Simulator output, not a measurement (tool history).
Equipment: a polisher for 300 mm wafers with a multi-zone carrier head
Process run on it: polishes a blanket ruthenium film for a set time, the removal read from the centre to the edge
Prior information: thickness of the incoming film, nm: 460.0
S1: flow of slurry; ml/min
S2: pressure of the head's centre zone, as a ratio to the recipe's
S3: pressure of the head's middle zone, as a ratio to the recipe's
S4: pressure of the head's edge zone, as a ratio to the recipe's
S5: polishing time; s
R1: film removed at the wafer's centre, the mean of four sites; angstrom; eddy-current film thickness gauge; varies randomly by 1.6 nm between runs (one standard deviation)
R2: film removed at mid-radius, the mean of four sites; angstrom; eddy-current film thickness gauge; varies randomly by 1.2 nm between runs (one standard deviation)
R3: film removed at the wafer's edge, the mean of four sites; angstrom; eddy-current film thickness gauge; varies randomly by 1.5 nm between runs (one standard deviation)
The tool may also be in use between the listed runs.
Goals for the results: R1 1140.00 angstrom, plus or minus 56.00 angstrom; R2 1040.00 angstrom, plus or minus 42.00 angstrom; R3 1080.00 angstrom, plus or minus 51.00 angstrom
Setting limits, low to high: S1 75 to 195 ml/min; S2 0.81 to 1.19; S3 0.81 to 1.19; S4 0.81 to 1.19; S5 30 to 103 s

run	hour	S1	S2	S3	S4	S5	R1	R2	R3
1	0.0	125	1.00	1.00	1.00	66	761.68	779.85	777.84
2	9.0	100	1.00	1.00	1.00	66	711.25	742.82	733.94
3	14.2	110	1.01	1.00	1.01	67	750.40	754.29	789.35
4	15.0	130	1.01	1.00	1.01	67	798.03	802.80	808.89
5	20.2	145	1.01	1.00	1.01	67	810.87	817.35	841.54
6	29.2	145	0.97	1.00	1.01	67	790.27	813.63	825.47
7	37.5	150	0.99	1.01	1.01	68	820.20	851.98	833.27
8	45.5	155	1.01	1.01	1.02	69	843.81	858.72	870.04
9	47.4	160	1.02	1.01	1.02	70	867.23	862.50	840.20
10	56.3	160	1.02	1.00	1.02	72	884.46	896.97	885.24
11	60.0	165	1.03	0.99	1.03	73	911.45	900.40	928.92
12	62.0	165	1.04	0.99	1.03	74	967.46	897.01	925.93
13	67.5	165	1.04	0.99	1.04	75	950.27	940.24	939.47
14	73.2	165	1.05	0.98	1.04	76	988.01	950.38	971.18
15	75.3	165	1.06	0.98	1.04	77	1012.50	944.89	975.33
16	83.4	165	1.06	0.98	1.04	78	1030.60	949.55	963.79
17	85.8	165	1.06	0.98	1.05	79	1023.60	958.76	995.87

Which single option among these 4 for the next run brings every result within its allowed miss of target? Just one does.
A	88.2	130	1.00	1.04	1.03	86	?	?	?
B	88.2	185	1.06	0.96	1.06	85	?	?	?
C	88.2	180	1.03	1.07	1.05	80	?	?	?
D	88.2	185	1.10	1.00	1.05	71	?	?	?

move	R1	R2	R3
A	1020.40	1028.80	1056.30
B	1156.20	1027.40	1112.40
C	1052.60	1042.90	1038.00
D	1002.70	883.93	924.99
A: no better and no worse than the last run
B: every result within its allowed miss
C: closer than the last run, but not yet in spec
D: further off than the last run
Go with B: it meets all targets.
